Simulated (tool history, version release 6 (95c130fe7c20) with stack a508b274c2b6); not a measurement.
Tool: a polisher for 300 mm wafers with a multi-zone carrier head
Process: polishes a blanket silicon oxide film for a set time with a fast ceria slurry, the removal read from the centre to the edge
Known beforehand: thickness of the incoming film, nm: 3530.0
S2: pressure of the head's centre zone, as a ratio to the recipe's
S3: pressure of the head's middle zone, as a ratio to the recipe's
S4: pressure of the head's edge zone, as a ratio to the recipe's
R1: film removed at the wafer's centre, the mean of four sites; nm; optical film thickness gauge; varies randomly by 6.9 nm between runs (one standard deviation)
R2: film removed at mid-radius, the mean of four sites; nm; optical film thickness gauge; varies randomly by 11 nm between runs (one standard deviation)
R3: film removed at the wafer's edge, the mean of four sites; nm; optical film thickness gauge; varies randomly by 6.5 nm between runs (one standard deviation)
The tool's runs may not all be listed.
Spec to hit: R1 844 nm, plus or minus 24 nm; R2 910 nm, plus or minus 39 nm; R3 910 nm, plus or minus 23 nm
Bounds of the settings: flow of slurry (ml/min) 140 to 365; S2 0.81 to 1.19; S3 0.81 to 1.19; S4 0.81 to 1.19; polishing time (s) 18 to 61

Run 1, day 0: flow of slurry (ml/min) 235, S2 1, S3 1, S4 1, polishing time (s) 39. Result: R1 670.57 nm, R2 693.37 nm, R3 701.11 nm.
Run 2, day 0.238: flow of slurry (ml/min) 240, S2 1, S3 1.01, S4 1.02, polishing time (s) 40. Result: R1 701.86 nm, R2 730.25 nm, R3 716.26 nm.
Run 3, day 0.367: flow of slurry (ml/min) 240, S2 0.99, S3 1.01, S4 1.03, polishing time (s) 41. Result: R1 708.33 nm, R2 734.7 nm, R3 740.13 nm.
Run 4, day 0.496: flow of slurry (ml/min) 240, S2 0.99, S3 0.96, S4 1.03, polishing time (s) 41. Result: R1 725.24 nm, R2 725.81 nm, R3 726.1 nm.
Run 5, day 0.75: flow of slurry (ml/min) 235, S2 1, S3 0.98, S4 1.05, polishing time (s) 42. Result: R1 728.8 nm, R2 729.61 nm, R3 755.94 nm.
Run 6, day 0.812: flow of slurry (ml/min) 240, S2 1, S3 1, S4 1.06, polishing time (s) 43. Result: R1 756.43 nm, R2 775.32 nm, R3 783.52 nm.
Run 7, day 0.992: flow of slurry (ml/min) 240, S2 1, S3 1.01, S4 1.07, polishing time (s) 43. Result: R1 753.28 nm, R2 776.53 nm, R3 777.68 nm.
Run 8, day 1.042: flow of slurry (ml/min) 235, S2 1, S3 1.01, S4 1.07, polishing time (s) 44. Result: R1 772.61 nm, R2 785.89 nm, R3 804.23 nm.
Run 9, day 1.283: flow of slurry (ml/min) 235, S2 1, S3 1.02, S4 1.08, polishing time (s) 44. Result: R1 766.73 nm, R2 805.41 nm, R3 793.27 nm.

Which of these 5 next moves meets every target?
Run A, day 1.525: flow of slurry (ml/min) 300, S2 1.04, S3 1.03, S4 1.04, polishing time (s) 38. Result: R1 ?, R2 ?, R3 ?.
Run B, day 1.525: flow of slurry (ml/min) 210, S2 0.96, S3 1.02, S4 1.05, polishing time (s) 51. Result: R1 ?, R2 ?, R3 ?.
Run C, day 1.525: flow of slurry (ml/min) 205, S2 0.84, S3 0.94, S4 1.11, polishing time (s) 51. Result: R1 ?, R2 ?, R3 ?.
Run D, day 1.525: flow of slurry (ml/min) 300, S2 1.15, S3 0.89, S4 0.98, polishing time (s) 40. Result: R1 ?, R2 ?, R3 ?.
Run E, day 1.525: flow of slurry (ml/min) 275, S2 1.18, S3 0.98, S4 0.96, polishing time (s) 42. Result: R1 ?, R2 ?, R3 ?.

move      R1      R2      R3
   A  712.36  714.47  692.44
   B  838.56  908.97  900.95
   C  729.38  845.84  917.45
   D  828.93  665.03  715.48
   E  884.53  749.54  739.81
A: its largest miss is bigger than the last run's
B: meets every target
C: gets the furthest-off result to its target, but another result is out of tolerance
D: its largest miss is bigger than the last run's
E: its largest miss is bigger than the last run's
The right move is B.
